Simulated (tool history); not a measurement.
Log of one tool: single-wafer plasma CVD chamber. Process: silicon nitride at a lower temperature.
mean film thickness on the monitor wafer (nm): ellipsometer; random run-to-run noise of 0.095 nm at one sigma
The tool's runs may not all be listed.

| run | hour | heater temperature setpoint (°C) | chamber pressure (Torr) | RF power (W) | deposition time (s) | mean film thickness on the monitor wafer (nm) |
|---|---|---|---|---|---|---|
| 1 | 0.0 | 330 | 1.82 | 250 | 33.7 | 35.386 |
| 2 | 5.7 | 330 | 1.77 | 245 | 33.7 | 34.756 |
| 3 | 9.1 | 330 | 1.72 | 240 | 33.7 | 33.985 |
| 4 | 14.3 | 330 | 1.72 | 250 | 33.7 | 35.108 |
| 5 | 23.0 | 330 | 1.72 | 230 | 33.7 | 32.970 |
| 6 | 27.8 | 330 | 1.68 | 225 | 33.7 | 32.353 |
| 7 | 29.7 | 330 | 1.65 | 220 | 33.7 | 31.717 |
| 8 | 36.3 | 330 | 1.62 | 215 | 33.7 | 31.122 |
| 9 | 42.6 | 330 | 1.59 | 215 | 33.7 | 30.882 |
| 10 | 49.1 | 330 | 1.56 | 215 | 33.7 | 30.489 |
| 11 | 50.2 | 330 | 1.53 | 215 | 33.7 | 30.668 |
| 12 | 56.0 | 330 | 1.50 | 215 | 33.7 | 30.341 |
| 13 | 61.2 | 330 | 1.47 | 215 | 33.7 | 30.304 |
| 14 | 63.5 | 330 | 1.45 | 215 | 33.7 | 30.186 |

Forecast run 15:
| 15 | 67.7 | 330 | 1.43 | 215 | 33.7 | ? |

mean film thickness on the monitor wafer (nm): 29.927
